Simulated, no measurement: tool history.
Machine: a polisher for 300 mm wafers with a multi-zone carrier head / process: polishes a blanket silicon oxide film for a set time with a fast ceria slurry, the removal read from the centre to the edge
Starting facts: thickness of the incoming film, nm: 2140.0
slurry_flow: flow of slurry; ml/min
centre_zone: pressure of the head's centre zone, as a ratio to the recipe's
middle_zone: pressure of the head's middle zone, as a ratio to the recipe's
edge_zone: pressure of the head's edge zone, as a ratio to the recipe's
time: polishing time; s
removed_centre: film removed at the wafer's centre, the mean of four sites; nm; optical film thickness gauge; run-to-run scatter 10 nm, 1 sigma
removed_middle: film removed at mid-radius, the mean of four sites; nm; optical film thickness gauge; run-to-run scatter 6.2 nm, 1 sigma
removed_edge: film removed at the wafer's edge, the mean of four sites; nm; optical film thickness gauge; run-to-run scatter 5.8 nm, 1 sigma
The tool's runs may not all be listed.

| run | hour | slurry_flow | centre_zone | middle_zone | edge_zone | time | removed_centre | removed_middle | removed_edge |
|---|---|---|---|---|---|---|---|---|---|
| 1 | 0 | 235 | 1 | 1 | 1 | 53 | 592.75 | 642.81 | 630.22 |
| 2 | 1.5 | 240 | 1 | 0.99 | 1.02 | 54 | 618.34 | 639.41 | 642.93 |
| 3 | 8.3 | 240 | 1 | 0.99 | 1.1 | 54 | 616.62 | 636.08 | 677.79 |
| 4 | 17 | 240 | 0.93 | 0.99 | 1.1 | 54 | 578.64 | 644.79 | 664.45 |
| 5 | 24.3 | 240 | 0.93 | 0.99 | 1.07 | 54 | 567.14 | 640.37 | 651.65 |
| 6 | 30 | 185 | 0.93 | 0.99 | 1.07 | 54 | 548.08 | 620.29 | 634.63 |
| 7 | 33.2 | 195 | 0.94 | 0.99 | 1.08 | 55 | 576.2 | 628.95 | 665.89 |

Run 8 has not been measured yet. What should we expect?
| 8 | 36.1 | 260 | 1.02 | 1.09 | 1.18 | 57 | ? | ? | ? |

{"run 8": {"removed_centre": 683.19, "removed_middle": 712.48, "removed_edge": 739.97}}

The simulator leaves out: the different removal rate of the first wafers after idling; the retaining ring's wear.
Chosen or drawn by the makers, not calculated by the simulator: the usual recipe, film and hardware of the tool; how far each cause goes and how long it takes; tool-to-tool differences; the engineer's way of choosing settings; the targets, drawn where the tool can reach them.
